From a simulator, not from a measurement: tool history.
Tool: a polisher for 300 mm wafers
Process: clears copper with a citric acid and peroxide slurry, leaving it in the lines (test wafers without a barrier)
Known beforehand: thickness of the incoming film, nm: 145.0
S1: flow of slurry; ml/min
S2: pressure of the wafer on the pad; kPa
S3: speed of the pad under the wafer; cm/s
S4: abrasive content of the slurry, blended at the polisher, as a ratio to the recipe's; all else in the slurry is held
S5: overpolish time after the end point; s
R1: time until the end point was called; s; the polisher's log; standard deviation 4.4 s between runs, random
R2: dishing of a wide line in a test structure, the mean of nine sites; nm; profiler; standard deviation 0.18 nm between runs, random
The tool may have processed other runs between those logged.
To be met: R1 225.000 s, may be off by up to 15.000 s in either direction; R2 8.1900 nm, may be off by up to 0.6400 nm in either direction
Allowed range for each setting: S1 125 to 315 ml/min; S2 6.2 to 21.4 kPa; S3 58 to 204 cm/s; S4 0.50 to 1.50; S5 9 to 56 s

{"run": 1, "day": 0.0, "S1": 205, "S2": 13.8, "S3": 130, "S4": 1.0, "S5": 29, "R1": 87.876, "R2": 35.553}
{"run": 2, "day": 0.104, "S1": 160, "S2": 13.8, "S3": 130, "S4": 1.0, "S5": 29, "R1": 94.547, "R2": 34.524}
{"run": 3, "day": 0.329, "S1": 170, "S2": 12.4, "S3": 116, "S4": 1.0, "S5": 25, "R1": 116.08, "R2": 26.341}
{"run": 4, "day": 0.558, "S1": 200, "S2": 11.0, "S3": 108, "S4": 0.95, "S5": 22, "R1": 134.3, "R2": 18.578}
{"run": 5, "day": 0.812, "S1": 200, "S2": 11.0, "S3": 108, "S4": 0.95, "S5": 31, "R1": 131.92, "R2": 26.257}
{"run": 6, "day": 1.062, "S1": 200, "S2": 11.0, "S3": 100, "S4": 0.9, "S5": 27, "R1": 148.48, "R2": 22.8}
{"run": 7, "day": 1.262, "S1": 205, "S2": 10.3, "S3": 96, "S4": 0.95, "S5": 24, "R1": 156.72, "R2": 17.777}
{"day": 1.433, "done": "slurry nozzle cleaned"}
{"run": 8, "day": 1.433, "S1": 210, "S2": 9.7, "S3": 92, "S4": 0.95, "S5": 22, "R1": 170.33, "R2": 16.659}
{"run": 9, "day": 1.625, "S1": 155, "S2": 10.3, "S3": 58, "S4": 0.7, "S5": 9, "R1": 266.22, "R2": 4.1576}
{"run": 10, "day": 1.921, "S1": 170, "S2": 10.3, "S3": 60, "S4": 0.75, "S5": 10, "R1": 265.21, "R2": 4.9656}
{"run": 11, "day": 2.062, "S1": 185, "S2": 10.3, "S3": 60, "S4": 0.75, "S5": 10, "R1": 251.05, "R2": 4.9834}

Next run, 5 choices. One meets every target within its allowed miss, the rest don't. Which?
{"run": "A", "day": 2.204, "S1": 220, "S2": 9.0, "S3": 76, "S4": 0.75, "S5": 15, "R1": "?", "R2": "?"}
{"run": "B", "day": 2.204, "S1": 215, "S2": 9.7, "S3": 66, "S4": 0.9, "S5": 20, "R1": "?", "R2": "?"}
{"run": "C", "day": 2.204, "S1": 205, "S2": 11.0, "S3": 72, "S4": 0.75, "S5": 16, "R1": "?", "R2": "?"}
{"run": "D", "day": 2.204, "S1": 190, "S2": 12.4, "S3": 66, "S4": 0.8, "S5": 14, "R1": "?", "R2": "?"}
{"run": "E", "day": 2.204, "S1": 190, "S2": 9.0, "S3": 66, "S4": 0.7, "S5": 18, "R1": "?", "R2": "?"}

move=A R1=229.090 R2=8.2917
move=B R1=232.440 R2=10.8050
move=C R1=200.440 R2=10.0720
move=D R1=193.380 R2=9.1811
move=E R1=271.620 R2=8.3915
A: all results in spec
B: moves the result that the last run missed by most past its target, out the other side
C: moves the result that the last run missed by most past its target, out the other side
D: moves the result that the last run missed by most past its target, out the other side
E: brings the last run's worst result on target, with another outside its allowed miss
The move that meets every target is A.
